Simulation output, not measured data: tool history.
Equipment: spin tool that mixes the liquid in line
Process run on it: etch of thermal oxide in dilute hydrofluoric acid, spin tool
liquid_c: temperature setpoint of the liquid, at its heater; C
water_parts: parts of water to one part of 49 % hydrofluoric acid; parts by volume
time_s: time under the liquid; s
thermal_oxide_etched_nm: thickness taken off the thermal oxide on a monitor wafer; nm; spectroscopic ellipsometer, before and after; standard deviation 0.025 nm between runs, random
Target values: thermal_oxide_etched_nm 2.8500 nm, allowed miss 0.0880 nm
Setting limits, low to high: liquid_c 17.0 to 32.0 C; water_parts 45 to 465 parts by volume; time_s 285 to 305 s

run,hour,liquid_c,water_parts,time_s,thermal_oxide_etched_nm
1,0.0,24.0,255,285,4.3003
2,3.1,22.5,265,285,3.8915
3,11.4,21.0,275,285,3.5011
4,17.9,23.0,275,285,3.7871
5,27.0,21.5,280,285,3.5284
6,30.9,21.5,375,285,2.3956
7,36.2,22.5,375,285,2.5121
8,37.0,23.5,375,285,2.5420
9,42.1,24.5,375,285,2.6552
10,43.8,25.0,375,285,2.6909
11,51.7,25.0,375,285,2.6627
12,60.4,25.5,375,285,2.7438

Of the 5 settings listed for the next run, only one would bring every result within its allowed miss of target. Which one?
A,69.1,23.5,375,290,?
B,69.1,25.0,385,290,?
C,69.1,23.0,375,305,?
D,69.1,20.5,295,285,?
E,69.1,22.5,335,285,?

move,thermal_oxide_etched_nm
A,2.6242
B,2.6617
C,2.7140
D,3.1739
E,2.8935
A: its largest miss is bigger than the last run's
B: its largest miss is bigger than the last run's
C: its largest miss is bigger than the last run's
D: moves the result that the last run missed by most past its target, out the other side
E: hits every target within its allowed miss
E is the move that brings every result within its allowed miss.
